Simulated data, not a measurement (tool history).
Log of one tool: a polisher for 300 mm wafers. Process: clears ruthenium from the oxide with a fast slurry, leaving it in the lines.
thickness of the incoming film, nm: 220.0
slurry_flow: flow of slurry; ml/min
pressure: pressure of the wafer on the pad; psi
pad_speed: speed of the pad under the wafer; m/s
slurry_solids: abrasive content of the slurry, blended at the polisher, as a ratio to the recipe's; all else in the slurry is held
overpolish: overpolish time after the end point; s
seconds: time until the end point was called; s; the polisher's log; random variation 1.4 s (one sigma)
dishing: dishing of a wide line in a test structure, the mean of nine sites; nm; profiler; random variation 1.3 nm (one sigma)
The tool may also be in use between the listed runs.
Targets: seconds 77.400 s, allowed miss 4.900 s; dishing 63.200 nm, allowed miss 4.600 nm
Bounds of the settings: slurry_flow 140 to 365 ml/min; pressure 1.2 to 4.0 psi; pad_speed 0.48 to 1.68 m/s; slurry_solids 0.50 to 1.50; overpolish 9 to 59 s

Run 1, day 0.000: slurry_flow 235 ml/min, pressure 2.6 psi, pad_speed 1.08 m/s, slurry_solids 1.00, overpolish 30 s. Result: seconds 41.776 s, dishing 67.281 nm.
Run 2, day 0.229: slurry_flow 235 ml/min, pressure 2.3 psi, pad_speed 1.06 m/s, slurry_solids 1.00, overpolish 34 s. Result: seconds 48.594 s, dishing 66.926 nm.
Run 3, day 0.333: slurry_flow 235 ml/min, pressure 2.1 psi, pad_speed 1.04 m/s, slurry_solids 1.00, overpolish 37 s. Result: seconds 53.940 s, dishing 67.850 nm.
Run 4, day 0.362: slurry_flow 235 ml/min, pressure 1.7 psi, pad_speed 1.04 m/s, slurry_solids 1.00, overpolish 37 s. Result: seconds 64.846 s, dishing 59.312 nm.
Run 5, day 0.625: slurry_flow 210 ml/min, pressure 1.7 psi, pad_speed 1.04 m/s, slurry_solids 1.00, overpolish 37 s. Result: seconds 63.974 s, dishing 59.325 nm.
Run 6, day 0.696: slurry_flow 210 ml/min, pressure 1.7 psi, pad_speed 1.24 m/s, slurry_solids 1.00, overpolish 37 s. Result: seconds 56.035 s, dishing 66.485 nm.
Run 7, day 0.842: slurry_flow 210 ml/min, pressure 1.6 psi, pad_speed 1.22 m/s, slurry_solids 1.00, overpolish 39 s. Result: seconds 57.739 s, dishing 62.299 nm.
Run 8, day 1.204: slurry_flow 210 ml/min, pressure 1.5 psi, pad_speed 1.18 m/s, slurry_solids 1.00, overpolish 42 s. Result: seconds 64.382 s, dishing 64.122 nm.
Run 9, day 1.371: slurry_flow 210 ml/min, pressure 1.4 psi, pad_speed 1.16 m/s, slurry_solids 1.00, overpolish 43 s. Result: seconds 67.802 s, dishing 63.717 nm.
Run 10, day 1.504: slurry_flow 210 ml/min, pressure 1.4 psi, pad_speed 1.16 m/s, slurry_solids 1.00, overpolish 43 s. Result: seconds 71.236 s, dishing 61.012 nm.
Run 11, day 1.583: slurry_flow 210 ml/min, pressure 1.4 psi, pad_speed 1.16 m/s, slurry_solids 1.00, overpolish 44 s. Result: seconds 69.023 s, dishing 63.908 nm.
Run 12, day 1.900: slurry_flow 210 ml/min, pressure 1.2 psi, pad_speed 1.10 m/s, slurry_solids 1.00, overpolish 47 s. Result: seconds 81.545 s, dishing 59.383 nm.

5 next moves are on the table. One of them brings every result within its allowed miss. Which?
Run A, day 2.217: slurry_flow 240 ml/min, pressure 1.2 psi, pad_speed 1.06 m/s, slurry_solids 0.90, overpolish 50 s. Result: seconds ?, dishing ?.
Run B, day 2.217: slurry_flow 205 ml/min, pressure 1.2 psi, pad_speed 1.06 m/s, slurry_solids 1.05, overpolish 41 s. Result: seconds ?, dishing ?.
Run C, day 2.217: slurry_flow 165 ml/min, pressure 1.5 psi, pad_speed 1.02 m/s, slurry_solids 0.95, overpolish 49 s. Result: seconds ?, dishing ?.
Run D, day 2.217: slurry_flow 205 ml/min, pressure 1.3 psi, pad_speed 1.06 m/s, slurry_solids 1.10, overpolish 37 s. Result: seconds ?, dishing ?.
Run E, day 2.217: slurry_flow 215 ml/min, pressure 1.2 psi, pad_speed 0.94 m/s, slurry_solids 1.05, overpolish 56 s. Result: seconds ?, dishing ?.

move  seconds  dishing
   A   91.034   58.489
   B   86.283   53.381
   C   80.448   62.176
   D   78.940   52.904
   E   96.268   60.536
A: further off than the last run
B: further off than the last run
C: meets every target
D: brings the result that was furthest off to its target, and leaves another outside
E: further off than the last run
Move C is the one to make.

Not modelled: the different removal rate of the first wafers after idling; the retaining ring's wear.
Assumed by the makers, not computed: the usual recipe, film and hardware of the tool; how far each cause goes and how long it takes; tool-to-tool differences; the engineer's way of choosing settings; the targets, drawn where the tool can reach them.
